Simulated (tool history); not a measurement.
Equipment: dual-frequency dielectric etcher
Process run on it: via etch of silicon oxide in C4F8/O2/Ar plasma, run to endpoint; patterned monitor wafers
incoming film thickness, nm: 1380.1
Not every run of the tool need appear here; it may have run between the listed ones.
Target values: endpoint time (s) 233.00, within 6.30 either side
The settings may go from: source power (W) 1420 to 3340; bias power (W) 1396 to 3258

{"run": 1, "day": 0.0, "source power (W)": 2380, "bias power (W)": 2327, "endpoint time (s)": 193.49}
{"run": 2, "day": 0.338, "source power (W)": 2110, "bias power (W)": 2196, "endpoint time (s)": 208.5}
{"run": 3, "day": 0.558, "source power (W)": 1800, "bias power (W)": 2196, "endpoint time (s)": 223.74}
{"run": 4, "day": 0.871, "source power (W)": 1800, "bias power (W)": 2586, "endpoint time (s)": 207.38}
{"run": 5, "day": 1.112, "source power (W)": 2170, "bias power (W)": 2586, "endpoint time (s)": 190.08}
{"run": 6, "day": 1.217, "source power (W)": 1950, "bias power (W)": 2488, "endpoint time (s)": 203.69}
{"run": 7, "day": 1.279, "source power (W)": 1470, "bias power (W)": 2271, "endpoint time (s)": 241.32}
{"run": 8, "day": 1.471, "source power (W)": 1510, "bias power (W)": 2278, "endpoint time (s)": 240.79}

Which of these 4 next moves meets every target?
{"run": "A", "day": 1.662, "source power (W)": 1420, "bias power (W)": 2139, "endpoint time (s)": "?"}
{"run": "B", "day": 1.662, "source power (W)": 1460, "bias power (W)": 2193, "endpoint time (s)": "?"}
{"run": "C", "day": 1.662, "source power (W)": 1540, "bias power (W)": 2413, "endpoint time (s)": "?"}
{"run": "D", "day": 1.662, "source power (W)": 1420, "bias power (W)": 2238, "endpoint time (s)": "?"}

move=A endpoint_time_(s)=256.39
move=B endpoint_time_(s)=249.69
move=C endpoint_time_(s)=232.06
move=D endpoint_time_(s)=250.67
A: moves away from the targets compared with the last run
B: moves away from the targets compared with the last run
C: meets every target
D: moves away from the targets compared with the last run
The move that meets every target is C.

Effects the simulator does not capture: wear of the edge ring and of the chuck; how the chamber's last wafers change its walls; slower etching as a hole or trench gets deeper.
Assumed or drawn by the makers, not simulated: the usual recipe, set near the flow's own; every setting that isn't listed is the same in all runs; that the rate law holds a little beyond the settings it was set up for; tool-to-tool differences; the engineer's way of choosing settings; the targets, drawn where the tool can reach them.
